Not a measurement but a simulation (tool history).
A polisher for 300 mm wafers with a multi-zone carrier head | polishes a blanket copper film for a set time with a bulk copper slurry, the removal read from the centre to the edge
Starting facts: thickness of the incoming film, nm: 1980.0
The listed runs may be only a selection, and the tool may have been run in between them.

| run | hour | flow of slurry (ml/min) | pressure of the head's centre zone | pressure of the head's middle zone | pressure of the head's edge zone | abrasive content of the slurry | polishing time (s) | film removed at the wafer's centre (angstrom) | film removed at mid-radius (angstrom) | film removed at the wafer's edge (angstrom) |
|---|---|---|---|---|---|---|---|---|---|---|
| 1 | 0 | 300 | 1 | 1 | 1 | 1 | 35 | 3463.3 | 3539.3 | 3510.6 |
| 2 | 6.5 | 295 | 0.96 | 0.99 | 0.97 | 0.95 | 35 | 3278 | 3402.8 | 3431.5 |
| 3 | 15.1 | 295 | 0.96 | 0.99 | 0.94 | 0.95 | 35 | 3366.5 | 3465.7 | 3378.4 |
| 4 | 22.3 | 295 | 0.96 | 0.95 | 0.94 | 0.95 | 35 | 3232.8 | 3369.7 | 3377.9 |
| 5 | 24.1 | 290 | 0.92 | 0.95 | 0.91 | 0.9 | 35 | 3136.7 | 3283.8 | 3296 |
| 6 | 31.3 | 290 | 0.87 | 0.95 | 0.91 | 0.9 | 35 | 3044.4 | 3250.5 | 3296.3 |
| 7 | 38.6 | 275 | 0.86 | 0.98 | 0.93 | 0.8 | 35 | 2949.8 | 3262.7 | 3266.4 |
| 8 | 47.2 | 265 | 0.85 | 0.99 | 0.93 | 0.75 | 35 | 2803.2 | 3310 | 3225 |
| 9 | 51 | 260 | 0.84 | 0.98 | 0.91 | 0.75 | 35 | 2815.9 | 3279.1 | 3166.9 |
| 10 | 54.3 | 255 | 0.83 | 0.97 | 0.9 | 0.75 | 35 | 2760.1 | 3250.1 | 3189 |

What will run 11 give?
| 11 | 60.1 | 255 | 0.83 | 0.96 | 0.89 | 0.75 | 35 | ? | ? | ? |

film removed at the wafer's centre (angstrom): 2816.6
film removed at mid-radius (angstrom): 3217
film removed at the wafer's edge (angstrom): 3148.9

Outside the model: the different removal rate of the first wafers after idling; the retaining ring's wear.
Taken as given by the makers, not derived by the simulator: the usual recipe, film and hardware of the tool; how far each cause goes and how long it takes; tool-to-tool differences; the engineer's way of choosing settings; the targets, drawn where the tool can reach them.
